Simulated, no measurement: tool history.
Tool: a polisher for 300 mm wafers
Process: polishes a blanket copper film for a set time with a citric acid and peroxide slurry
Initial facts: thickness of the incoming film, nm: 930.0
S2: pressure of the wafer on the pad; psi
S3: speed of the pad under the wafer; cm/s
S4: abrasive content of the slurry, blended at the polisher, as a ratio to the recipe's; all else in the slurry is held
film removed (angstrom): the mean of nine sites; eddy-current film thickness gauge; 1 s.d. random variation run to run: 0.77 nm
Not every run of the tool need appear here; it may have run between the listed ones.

{"run": 1, "hour": 0.0, "flow of slurry (ml/min)": 210, "S2": 2.7, "S3": 114, "S4": 1.0, "polishing time (s)": 55, "film removed (angstrom)": 1022.5}
{"run": 2, "hour": 2.6, "flow of slurry (ml/min)": 210, "S2": 2.7, "S3": 114, "S4": 1.0, "polishing time (s)": 55, "film removed (angstrom)": 1034.8}
{"run": 3, "hour": 10.6, "flow of slurry (ml/min)": 260, "S2": 2.7, "S3": 114, "S4": 1.0, "polishing time (s)": 55, "film removed (angstrom)": 1038.5}
{"run": 4, "hour": 17.0, "flow of slurry (ml/min)": 260, "S2": 2.7, "S3": 114, "S4": 1.0, "polishing time (s)": 55, "film removed (angstrom)": 1060.3}
{"run": 5, "hour": 23.7, "flow of slurry (ml/min)": 260, "S2": 2.7, "S3": 88, "S4": 1.0, "polishing time (s)": 55, "film removed (angstrom)": 848.51}
{"run": 6, "hour": 26.9, "flow of slurry (ml/min)": 260, "S2": 2.5, "S3": 88, "S4": 1.0, "polishing time (s)": 55, "film removed (angstrom)": 798.73}

Run 7 is up next; what results do you expect?
{"run": 7, "hour": 29.0, "flow of slurry (ml/min)": 260, "S2": 2.3, "S3": 88, "S4": 1.0, "polishing time (s)": 55, "film removed (angstrom)": "?"}

film removed (angstrom): 732.26
